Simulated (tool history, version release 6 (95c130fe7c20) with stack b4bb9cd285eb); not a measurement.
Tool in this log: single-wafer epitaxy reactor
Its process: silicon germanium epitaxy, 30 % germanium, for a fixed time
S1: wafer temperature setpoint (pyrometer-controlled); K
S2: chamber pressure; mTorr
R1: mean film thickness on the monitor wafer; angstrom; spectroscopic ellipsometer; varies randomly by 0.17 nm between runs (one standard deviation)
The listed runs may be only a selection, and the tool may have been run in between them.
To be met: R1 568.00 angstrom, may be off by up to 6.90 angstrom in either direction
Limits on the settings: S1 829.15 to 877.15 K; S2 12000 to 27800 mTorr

run	hour	S1	S2	R1
1	0.0	853.15	19900	401.78
2	8.1	853.15	17400	375.72
3	13.4	857.15	17400	411.93
4	21.9	857.15	19000	428.10
5	29.1	857.15	15900	390.62
6	34.1	861.15	15900	427.91
7	40.3	864.15	15900	451.75
8	41.5	876.15	16000	586.63

Consider the 5 candidate settings below. Which is the only one whose results all fall within their allowed miss of target?
A	42.7	873.15	16900	?
B	42.7	874.15	18300	?
C	42.7	872.15	18600	?
D	42.7	875.15	14900	?
E	42.7	875.15	16500	?

move	R1
A	566.11
B	602.13
C	582.52
D	551.72
E	582.62
A: in spec on every target
B: lands further from the targets than the last run did
C: better than the last run, though not everything is in spec
D: moves the result that the last run missed by most past its target, out the other side
E: better than the last run, though not everything is in spec
A is the move that brings every result within its allowed miss.
